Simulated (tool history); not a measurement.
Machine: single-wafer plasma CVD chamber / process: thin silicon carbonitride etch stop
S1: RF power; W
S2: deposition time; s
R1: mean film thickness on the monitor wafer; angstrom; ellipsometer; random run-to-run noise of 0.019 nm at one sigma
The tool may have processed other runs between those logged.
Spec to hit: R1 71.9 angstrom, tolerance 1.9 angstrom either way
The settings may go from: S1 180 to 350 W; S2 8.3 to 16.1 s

Run 1, hour 0: S1 265 W, S2 12.2 s. Result: R1 81.759 angstrom.
Run 2, hour 1.6: S1 260 W, S2 12 s. Result: R1 80.013 angstrom.
Run 3, hour 6.7: S1 290 W, S2 12 s. Result: R1 82.275 angstrom.
Run 4, hour 10.8: S1 275 W, S2 12 s. Result: R1 81.706 angstrom.
Run 5, hour 15.6: S1 275 W, S2 13.3 s. Result: R1 90.243 angstrom.
Run 6, hour 20.2: S1 275 W, S2 14.8 s. Result: R1 100.41 angstrom.
Run 7, hour 25.8: S1 265 W, S2 14.2 s. Result: R1 95.102 angstrom.
Run 8, hour 30.2: S1 260 W, S2 13.7 s. Result: R1 91.541 angstrom.
Run 9, hour 31.9: S1 255 W, S2 13.2 s. Result: R1 88.268 angstrom.
Run 10, hour 39.6: S1 255 W, S2 12.8 s. Result: R1 85.7 angstrom.
Run 11, hour 42.9: S1 255 W, S2 12.4 s. Result: R1 82.345 angstrom.
Run 12, hour 44: S1 250 W, S2 12.2 s. Result: R1 81 angstrom.
Run 13, hour 44.9: S1 245 W, S2 12 s. Result: R1 79.229 angstrom.
Run 14, hour 50.9: S1 240 W, S2 11.8 s. Result: R1 77.382 angstrom.

4 next moves are on the table. One of them brings every result within its allowed miss. Which?
Run A, hour 56.9: S1 240 W, S2 11 s. Result: R1 ?.
Run B, hour 56.9: S1 260 W, S2 12.9 s. Result: R1 ?.
Run C, hour 56.9: S1 245 W, S2 12.2 s. Result: R1 ?.
Run D, hour 56.9: S1 245 W, S2 12.4 s. Result: R1 ?.

move      R1
   A  72.291
   B  86.374
   C  80.561
   D  81.881
A: all results in spec
B: further off than the last run
C: further off than the last run
D: further off than the last run
Answer: A
